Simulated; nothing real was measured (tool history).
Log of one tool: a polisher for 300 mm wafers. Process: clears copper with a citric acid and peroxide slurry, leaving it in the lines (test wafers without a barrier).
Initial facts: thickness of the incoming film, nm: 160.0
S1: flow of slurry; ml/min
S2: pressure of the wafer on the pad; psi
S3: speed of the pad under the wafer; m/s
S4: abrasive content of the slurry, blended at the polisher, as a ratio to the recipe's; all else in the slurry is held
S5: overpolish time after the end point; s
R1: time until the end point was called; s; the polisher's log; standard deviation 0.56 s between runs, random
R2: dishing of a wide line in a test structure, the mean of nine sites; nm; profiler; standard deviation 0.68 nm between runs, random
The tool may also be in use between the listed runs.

run 1 hour=0.0 | S1=145 S2=3.4 S3=0.88 S4=1.0 S5=22 | R1=66.499 R2=34.224
run 2 hour=5.6 | S1=145 S2=3.4 S3=0.88 S4=0.9 S5=22 | R1=70.236 R2=33.818
run 3 hour=8.0 | S1=145 S2=2.6 S3=0.88 S4=0.9 S5=22 | R1=89.702 R2=26.605
run 4 hour=13.4 | S1=130 S2=2.6 S3=0.88 S4=0.9 S5=22 | R1=93.634 R2=26.071
run 5 hour=22.0 | S1=130 S2=2.6 S3=0.88 S4=1.1 S5=22 | R1=88.947 R2=27.235
run 6 hour=25.9 | S1=130 S2=2.6 S3=1.02 S4=1.1 S5=22 | R1=77.001 R2=30.899

Predict the results of run 7:
run 7 hour=30.4 | S1=135 S2=2.7 S3=1.02 S4=1.1 S5=22 | R1=? R2=?

{"run 7": {"R1": 73.862, "R2": 31.048}}
